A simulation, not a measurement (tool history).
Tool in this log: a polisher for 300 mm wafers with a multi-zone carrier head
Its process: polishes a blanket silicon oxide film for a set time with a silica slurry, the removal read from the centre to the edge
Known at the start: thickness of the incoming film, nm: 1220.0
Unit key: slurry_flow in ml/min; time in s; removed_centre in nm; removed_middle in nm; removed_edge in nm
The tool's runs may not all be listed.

run 1 hour=0.0 | slurry_flow=310 centre_zone=1.00 middle_zone=1.00 edge_zone=1.00 slurry_solids=1.00 time=66 | removed_centre=269.00 removed_middle=276.39 removed_edge=273.89
run 2 hour=2.4 | slurry_flow=310 centre_zone=0.99 middle_zone=1.00 edge_zone=0.98 slurry_solids=0.95 time=65 | removed_centre=259.11 removed_middle=265.17 removed_edge=259.69
run 3 hour=9.9 | slurry_flow=310 centre_zone=1.07 middle_zone=1.00 edge_zone=0.98 slurry_solids=0.95 time=65 | removed_centre=282.42 removed_middle=262.86 removed_edge=262.41
run 4 hour=14.1 | slurry_flow=310 centre_zone=1.07 middle_zone=1.00 edge_zone=0.94 slurry_solids=0.95 time=65 | removed_centre=285.79 removed_middle=263.58 removed_edge=253.90
run 5 hour=19.2 | slurry_flow=275 centre_zone=1.07 middle_zone=1.00 edge_zone=0.94 slurry_solids=0.95 time=65 | removed_centre=284.44 removed_middle=259.67 removed_edge=253.32
run 6 hour=25.7 | slurry_flow=275 centre_zone=1.13 middle_zone=1.00 edge_zone=0.94 slurry_solids=0.95 time=65 | removed_centre=292.91 removed_middle=259.61 removed_edge=250.17
run 7 hour=28.3 | slurry_flow=270 centre_zone=1.10 middle_zone=1.01 edge_zone=0.94 slurry_solids=0.90 time=64 | removed_centre=273.24 removed_middle=250.25 removed_edge=245.72

Run 8 is up next; what results do you expect?
run 8 hour=29.4 | slurry_flow=285 centre_zone=1.08 middle_zone=1.02 edge_zone=0.93 slurry_solids=0.85 time=63 | removed_centre=? removed_middle=? removed_edge=?

removed_centre: 261.86 nm
removed_middle: 244.32 nm
removed_edge: 227.22 nm
